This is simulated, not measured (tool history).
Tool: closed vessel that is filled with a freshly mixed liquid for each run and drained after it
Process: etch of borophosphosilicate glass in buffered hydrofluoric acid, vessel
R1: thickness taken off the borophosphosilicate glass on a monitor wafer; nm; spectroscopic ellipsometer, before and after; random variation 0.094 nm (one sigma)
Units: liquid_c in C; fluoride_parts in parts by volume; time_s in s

Run 1, hour 0.0: liquid_c 21.0 C, fluoride_parts 21.0 parts by volume, time_s 30 s. Result: R1 21.642 nm.
Run 2, hour 1.7: liquid_c 21.0 C, fluoride_parts 21.0 parts by volume, time_s 30 s. Result: R1 21.578 nm.
Run 3, hour 2.8: liquid_c 21.0 C, fluoride_parts 21.0 parts by volume, time_s 30 s. Result: R1 21.655 nm.
Run 4, hour 7.8: liquid_c 20.5 C, fluoride_parts 21.5 parts by volume, time_s 30 s. Result: R1 20.761 nm.
Run 5, hour 11.6: liquid_c 19.0 C, fluoride_parts 21.5 parts by volume, time_s 30 s. Result: R1 19.196 nm.
Run 6, hour 14.7: liquid_c 19.0 C, fluoride_parts 18.0 parts by volume, time_s 30 s. Result: R1 22.082 nm.

The next listed run, before its measurement:
Run 7, hour 23.3: liquid_c 18.5 C, fluoride_parts 19.5 parts by volume, time_s 30 s. Result: R1 ?.

R1: 19.877 nm
